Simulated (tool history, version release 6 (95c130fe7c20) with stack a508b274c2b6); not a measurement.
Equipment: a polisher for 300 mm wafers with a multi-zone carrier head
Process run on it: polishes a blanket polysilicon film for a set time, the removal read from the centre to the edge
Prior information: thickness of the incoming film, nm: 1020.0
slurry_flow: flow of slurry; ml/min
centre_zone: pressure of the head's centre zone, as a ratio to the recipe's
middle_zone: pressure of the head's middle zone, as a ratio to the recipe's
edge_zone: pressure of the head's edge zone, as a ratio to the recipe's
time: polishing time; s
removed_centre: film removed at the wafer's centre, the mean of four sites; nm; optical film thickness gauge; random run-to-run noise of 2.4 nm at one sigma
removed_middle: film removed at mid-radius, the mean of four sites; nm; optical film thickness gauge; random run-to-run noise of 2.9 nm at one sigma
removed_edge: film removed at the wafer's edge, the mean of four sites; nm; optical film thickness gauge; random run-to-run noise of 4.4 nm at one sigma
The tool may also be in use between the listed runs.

| run | hour | slurry_flow | centre_zone | middle_zone | edge_zone | time | removed_centre | removed_middle | removed_edge |
|---|---|---|---|---|---|---|---|---|---|
| 1 | 0.0 | 220 | 1.00 | 1.00 | 1.00 | 36 | 295.87 | 303.44 | 305.54 |
| 2 | 2.5 | 220 | 0.96 | 1.00 | 1.00 | 36 | 288.41 | 304.97 | 303.76 |
| 3 | 8.8 | 235 | 0.92 | 1.04 | 1.06 | 36 | 276.37 | 319.42 | 305.26 |
| 4 | 17.1 | 235 | 0.92 | 0.96 | 1.06 | 36 | 278.51 | 297.34 | 320.37 |
| 5 | 25.2 | 245 | 0.89 | 0.99 | 1.09 | 37 | 273.87 | 316.88 | 325.41 |
| 6 | 29.1 | 245 | 0.89 | 1.07 | 1.09 | 37 | 279.59 | 334.33 | 326.95 |

Run 7 comes next. What will it give?
| 7 | 37.8 | 255 | 0.88 | 1.09 | 1.11 | 37 | ? | ? | ? |

{"run 7": {"removed_centre": 270.34, "removed_middle": 340.68, "removed_edge": 332.93}}
